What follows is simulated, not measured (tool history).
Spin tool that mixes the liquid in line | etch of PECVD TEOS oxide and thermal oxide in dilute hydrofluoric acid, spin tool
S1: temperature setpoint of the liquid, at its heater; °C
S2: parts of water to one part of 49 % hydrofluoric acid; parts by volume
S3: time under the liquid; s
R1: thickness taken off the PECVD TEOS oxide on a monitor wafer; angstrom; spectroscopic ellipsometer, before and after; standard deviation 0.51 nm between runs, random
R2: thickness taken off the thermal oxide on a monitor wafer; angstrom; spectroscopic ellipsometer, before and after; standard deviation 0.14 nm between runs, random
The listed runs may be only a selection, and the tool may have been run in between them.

run,day,S1,S2,S3,R1,R2
1,0,22,60,180,414.56,107.49
2,0.333,19.5,60,180,369.75,97.079
3,0.608,19.5,75,180,292.21,75.428
4,0.779,19.5,60,180,362.73,98.11
5,0.858,20.5,60,180,383.94,101.87
6,1.133,20.5,60,140,299.21,79.967
# day 1.5: hydrofluoric acid flow meter replaced
7,1.5,21.5,55,140,359.29,95.615
8,1.821,22.5,55,140,377.34,100.93
9,1.929,23.5,55,140,400.02,103.39

What does the tool deliver on the next run?
10,2.225,24,55,140,?,?

Run 10 came out at R1 407.25 angstrom, R2 105.73 angstrom.
